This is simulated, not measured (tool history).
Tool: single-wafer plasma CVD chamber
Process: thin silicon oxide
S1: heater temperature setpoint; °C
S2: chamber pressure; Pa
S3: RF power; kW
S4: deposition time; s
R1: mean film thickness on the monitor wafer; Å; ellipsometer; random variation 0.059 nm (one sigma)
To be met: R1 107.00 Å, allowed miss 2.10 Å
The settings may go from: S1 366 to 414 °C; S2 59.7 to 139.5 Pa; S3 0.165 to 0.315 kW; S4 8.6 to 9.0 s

run 1 hour=0.0 | S1=390 S2=99.6 S3=0.240 S4=9.0 | R1=145.29
run 2 hour=2.1 | S1=390 S2=99.6 S3=0.210 S4=9.0 | R1=133.76
run 3 hour=6.0 | S1=390 S2=93.1 S3=0.210 S4=9.0 | R1=125.66
run 4 hour=13.8 | S1=390 S2=88.4 S3=0.210 S4=9.0 | R1=119.48
run 5 hour=22.3 | S1=390 S2=94.9 S3=0.210 S4=9.0 | R1=126.46
run 6 hour=23.6 | S1=390 S2=90.0 S3=0.210 S4=9.0 | R1=120.63
run 7 hour=29.2 | S1=390 S2=75.9 S3=0.210 S4=9.0 | R1=101.28
run 8 hour=31.5 | S1=390 S2=77.2 S3=0.210 S4=9.0 | R1=101.63
run 9 hour=37.1 | S1=390 S2=78.4 S3=0.210 S4=9.0 | R1=103.11

4 next moves are on the table. One of them brings every result within its allowed miss. Which?
run A hour=42.7 | S1=405 S2=75.2 S3=0.235 S4=8.7 | R1=?
run B hour=42.7 | S1=382 S2=74.3 S3=0.230 S4=8.8 | R1=?
run C hour=42.7 | S1=393 S2=78.8 S3=0.220 S4=8.9 | R1=?
run D hour=42.7 | S1=395 S2=84.4 S3=0.220 S4=8.8 | R1=?

move=A R1=102.93
move=B R1=102.86
move=C R1=107.32
move=D R1=113.86
A: as far off as the last run
B: further off than the last run
C: meets every target
D: takes the result that was furthest off past its target
Move C is the one to make.
